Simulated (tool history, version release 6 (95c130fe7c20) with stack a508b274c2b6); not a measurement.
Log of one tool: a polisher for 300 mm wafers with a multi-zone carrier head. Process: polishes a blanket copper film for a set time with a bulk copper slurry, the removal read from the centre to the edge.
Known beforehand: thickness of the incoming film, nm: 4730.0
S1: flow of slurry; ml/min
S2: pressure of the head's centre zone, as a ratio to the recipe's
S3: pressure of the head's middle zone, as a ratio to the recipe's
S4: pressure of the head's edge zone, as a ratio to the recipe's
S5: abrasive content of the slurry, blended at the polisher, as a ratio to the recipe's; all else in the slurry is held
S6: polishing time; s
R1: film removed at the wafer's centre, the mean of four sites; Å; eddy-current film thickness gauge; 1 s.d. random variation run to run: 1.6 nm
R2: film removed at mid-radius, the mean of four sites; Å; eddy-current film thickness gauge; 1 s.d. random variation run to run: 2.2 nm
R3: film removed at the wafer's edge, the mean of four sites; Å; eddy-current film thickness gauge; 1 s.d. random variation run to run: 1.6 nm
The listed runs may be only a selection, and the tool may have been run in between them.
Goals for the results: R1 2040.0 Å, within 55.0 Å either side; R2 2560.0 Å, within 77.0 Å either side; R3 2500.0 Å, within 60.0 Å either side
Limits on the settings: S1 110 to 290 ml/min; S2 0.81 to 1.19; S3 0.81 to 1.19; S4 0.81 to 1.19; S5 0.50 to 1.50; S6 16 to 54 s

run  hour   S1    S2    S3    S4    S5  S6      R1      R2      R3
  1   0.0  185  1.00  1.00  1.00  1.00  35  3097.6  3065.0  3155.0
  2   1.3  175  0.97  1.00  0.99  0.90  35  2873.6  2998.2  3057.1
  3   7.6  170  0.94  0.99  0.96  0.85  35  2724.0  2950.6  2993.1
  4  13.5  165  0.92  0.99  0.94  0.80  35  2633.2  2830.7  2919.9
  5  21.2  160  0.90  1.00  0.92  0.75  35  2525.9  2824.5  2809.4
  6  23.6  160  0.90  1.00  0.92  0.55  35  2381.6  2650.7  2704.5
  7  25.8  155  0.88  1.00  0.91  0.55  35  2278.9  2617.4  2682.1
  8  30.6  120  0.83  1.03  0.81  0.50  35  1998.0  2460.8  2398.0
  9  38.5  125  0.83  1.03  0.82  0.50  35  2042.9  2510.9  2432.7

Which one of the following 5 next-run settings gets every result inside its allowed miss? There is exactly one.
  A  46.4  135  0.87  1.06  0.83  0.50  35   ?   ?   ?
  B  46.4  135  0.85  1.02  0.81  0.55  33   ?   ?   ?
  C  46.4  150  0.89  1.04  0.81  0.50  32   ?   ?   ?
  D  46.4  120  0.89  1.08  0.81  0.55  33   ?   ?   ?
  E  46.4  115  0.87  1.08  0.96  0.50  35   ?   ?   ?

move      R1      R2      R3
   A  2182.0  2662.8  2480.5
   B  2047.3  2476.5  2366.3
   C  2098.6  2454.6  2290.5
   D  2069.7  2519.0  2313.2
   E  2075.2  2589.0  2524.5
A: puts the biggest miss on target and leaves a different result outside tolerance
B: moves away from the targets compared with the last run
C: moves away from the targets compared with the last run
D: moves away from the targets compared with the last run
E: in spec on every target
Go with E: it meets all targets.
